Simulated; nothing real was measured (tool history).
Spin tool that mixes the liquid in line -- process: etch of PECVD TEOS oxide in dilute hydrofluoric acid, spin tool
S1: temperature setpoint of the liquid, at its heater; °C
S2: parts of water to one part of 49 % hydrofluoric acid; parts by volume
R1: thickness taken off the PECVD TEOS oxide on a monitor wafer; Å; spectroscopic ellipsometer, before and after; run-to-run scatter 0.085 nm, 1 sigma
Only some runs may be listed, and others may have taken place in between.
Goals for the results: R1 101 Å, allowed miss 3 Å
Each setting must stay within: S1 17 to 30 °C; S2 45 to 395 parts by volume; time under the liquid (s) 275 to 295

{"run": 1, "hour": 0.0, "S1": 22, "S2": 220, "time under the liquid (s)": 275, "R1": 144.8}
{"run": 2, "hour": 2.8, "S1": 22, "S2": 220, "time under the liquid (s)": 275, "R1": 145.1}
{"run": 3, "hour": 8.8, "S1": 25.5, "S2": 220, "time under the liquid (s)": 275, "R1": 164.63}
{"run": 4, "hour": 15.9, "S1": 23, "S2": 230, "time under the liquid (s)": 275, "R1": 142.14}
{"run": 5, "hour": 21.4, "S1": 23, "S2": 230, "time under the liquid (s)": 275, "R1": 141.02}
{"run": 6, "hour": 27.7, "S1": 21.5, "S2": 235, "time under the liquid (s)": 275, "R1": 130.97}
{"run": 7, "hour": 36.2, "S1": 20.5, "S2": 240, "time under the liquid (s)": 275, "R1": 123.04}
{"run": 8, "hour": 37.4, "S1": 19.5, "S2": 245, "time under the liquid (s)": 275, "R1": 116.77}
{"run": 9, "hour": 41.4, "S1": 19, "S2": 250, "time under the liquid (s)": 275, "R1": 111.39}
{"run": 10, "hour": 44.3, "S1": 18.5, "S2": 250, "time under the liquid (s)": 275, "R1": 107.26}
{"run": 11, "hour": 52.2, "S1": 18, "S2": 250, "time under the liquid (s)": 275, "R1": 106.89}

4 candidate next runs follow, results not yet known. Just one meets every target within its allowed miss. Identify it.
{"run": "A", "hour": 60.1, "S1": 18, "S2": 250, "time under the liquid (s)": 295, "R1": "?"}
{"run": "B", "hour": 60.1, "S1": 20, "S2": 265, "time under the liquid (s)": 295, "R1": "?"}
{"run": "C", "hour": 60.1, "S1": 17, "S2": 240, "time under the liquid (s)": 280, "R1": "?"}
{"run": "D", "hour": 60.1, "S1": 20.5, "S2": 280, "time under the liquid (s)": 275, "R1": "?"}

move=A R1=113.28
move=B R1=113.71
move=C R1=108.71
move=D R1=100.79
A: its largest miss is bigger than the last run's
B: its largest miss is bigger than the last run's
C: its largest miss is bigger than the last run's
D: meets every target
Move D is the one to make.
